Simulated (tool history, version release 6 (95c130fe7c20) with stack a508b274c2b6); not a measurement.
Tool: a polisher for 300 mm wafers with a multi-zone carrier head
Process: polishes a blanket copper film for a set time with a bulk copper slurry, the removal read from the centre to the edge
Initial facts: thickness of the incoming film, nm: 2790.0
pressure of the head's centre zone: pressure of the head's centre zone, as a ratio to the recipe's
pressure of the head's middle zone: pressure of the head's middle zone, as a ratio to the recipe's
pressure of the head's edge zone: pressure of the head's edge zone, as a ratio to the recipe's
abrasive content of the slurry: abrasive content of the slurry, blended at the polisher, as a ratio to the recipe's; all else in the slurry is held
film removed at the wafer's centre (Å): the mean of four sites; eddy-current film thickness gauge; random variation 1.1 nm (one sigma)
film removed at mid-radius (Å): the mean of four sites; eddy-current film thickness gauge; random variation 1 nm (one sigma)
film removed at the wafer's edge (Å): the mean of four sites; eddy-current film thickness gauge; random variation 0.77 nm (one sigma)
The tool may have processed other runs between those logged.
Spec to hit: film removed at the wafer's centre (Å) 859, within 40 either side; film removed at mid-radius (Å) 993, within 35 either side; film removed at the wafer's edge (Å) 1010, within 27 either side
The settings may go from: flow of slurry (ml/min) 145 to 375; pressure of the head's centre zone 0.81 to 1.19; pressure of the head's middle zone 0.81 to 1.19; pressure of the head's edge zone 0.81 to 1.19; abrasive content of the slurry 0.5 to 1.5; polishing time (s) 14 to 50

run    day  flow of slurry (ml/min)  pressure of the head's centre zone  pressure of the head's middle zone  pressure of the head's edge zone  abrasive content of the slurry  polishing time (s)  film removed at the wafer's centre (Å)  film removed at mid-radius (Å)  film removed at the wafer's edge (Å)
  1      0                      240                                   1                                   1                                 1                               1                  32                                  1943.3                          1991.4                                2023.9
  2  0.192                      280                                   1                                   1                                 1                               1                  32                                  2078.3                            2055                                2035.3
  3  0.412                      275                                0.98                                0.99                              0.99                            0.95                  30                                  1844.8                          1863.2                                1865.3
  4  0.454                      320                                0.98                                0.99                              0.99                            0.95                  30                                  1850.7                          1913.6                                  1892
  5  0.496                      320                                0.96                                0.98                              0.97                             0.9                  28                                  1703.1                          1750.5                                1748.1
  6  0.862                      315                                0.94                                0.98                              0.96                            0.85                  26                                  1486.5                          1606.4                                1581.7
  7  1.179                      310                                0.93                                0.97                              0.95                             0.8                  25                                  1373.7                          1510.5                                  1509
  8  1.225                      310                                0.93                                0.96                              0.94                            0.75                  24                                  1389.6                          1443.3                                1402.8
  9  1.496                      305                                0.92                                0.95                              0.94                             0.7                  23                                    1262                          1321.4                                1314.9
 10  1.667                      295                                0.91                                0.95                              0.94                             0.7                  23                                    1250                            1320                                1319.6
 11  1.742                      250                                0.81                                0.92                              0.91                             0.5                  15                                  669.09                          768.99                                768.33
 12   2.05                      260                                0.82                                0.93                              0.93                             0.5                  15                                  682.71                          765.53                                782.25
 13   2.35                      270                                0.83                                0.95                              0.95                             0.5                  15                                  694.66                           785.2                                797.87
 14  2.529                      280                                0.84                                0.96                              0.96                            0.55                  15                                  711.12                          809.93                                 819.7
 15  2.712                      320                                0.94                                1.06                              1.06                             0.8                  16                                  920.68                          1046.8                                1008.1

Of the 5 settings listed for the next run, only one would bring every result within its allowed miss of target. Which one?
  A  2.896                      350                                 0.9                                1.04                              1.12                            0.55                  17                                       ?                               ?                                     ?
  B  2.896                      240                                1.06                                0.98                                 1                             0.9                  16                                       ?                               ?                                     ?
  C  2.896                      250                                1.11                                1.01                              1.19                            0.65                  16                                       ?                               ?                                     ?
  D  2.896                      285                                0.99                                1.07                              1.01                            0.65                  17                                       ?                               ?                                     ?
  E  2.896                      290                                1.16                                1.02                              1.11                            0.75                  16                                       ?                               ?                                     ?

move  film removed at the wafer's centre (Å)  film removed at mid-radius (Å)  film removed at the wafer's edge (Å)
   A                                  866.94                          994.01                                1021.9
   B                                  1008.6                          961.04                                987.51
   C                                  982.59                          919.08                                1006.2
   D                                  957.84                          1035.4                                992.79
   E                                    1071                          969.14                                1012.2
A: all results land within tolerance of their targets
B: the biggest miss grows against the last run
C: the biggest miss grows against the last run
D: the biggest miss grows against the last run
E: the biggest miss grows against the last run
Move A is the one to make.
